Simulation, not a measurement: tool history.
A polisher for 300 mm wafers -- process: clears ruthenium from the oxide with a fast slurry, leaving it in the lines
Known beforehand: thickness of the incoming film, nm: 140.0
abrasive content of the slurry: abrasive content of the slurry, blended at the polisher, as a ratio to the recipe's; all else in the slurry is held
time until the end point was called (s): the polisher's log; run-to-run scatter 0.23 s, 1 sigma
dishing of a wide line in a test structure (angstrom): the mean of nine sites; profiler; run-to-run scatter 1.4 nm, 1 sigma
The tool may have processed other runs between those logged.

run    day  flow of slurry (ml/min)  pressure of the wafer on the pad (psi)  speed of the pad under the wafer (cm/s)  abrasive content of the slurry  overpolish time after the end point (s)  time until the end point was called (s)  dishing of a wide line in a test structure (angstrom)
  1  0.000                      240                                     2.9                                      114                            1.00                                       19                                   26.598                                                 509.71
  2  0.150                      240                                     3.2                                      116                            1.00                                       19                                   23.229                                                 572.54
  3  0.525                      240                                     2.5                                      116                            1.00                                       19                                   29.147                                                 497.95
  4  0.633                      240                                     1.9                                      116                            1.00                                       19                                   38.142                                                 429.64
  5  0.867                      240                                     1.5                                      116                            1.00                                       19                                   47.156                                                 365.12
  6  1.150                      240                                     1.5                                      116                            1.15                                       19                                   44.878                                                 379.66

Run 7 comes next. What will it give?
  7  1.254                      240                                     2.0                                      118                            1.15                                       18                                        ?                                                      ?

{"run 7": {"time until the end point was called (s)": 34.05, "dishing of a wide line in a test structure (angstrom)": 439.21}}
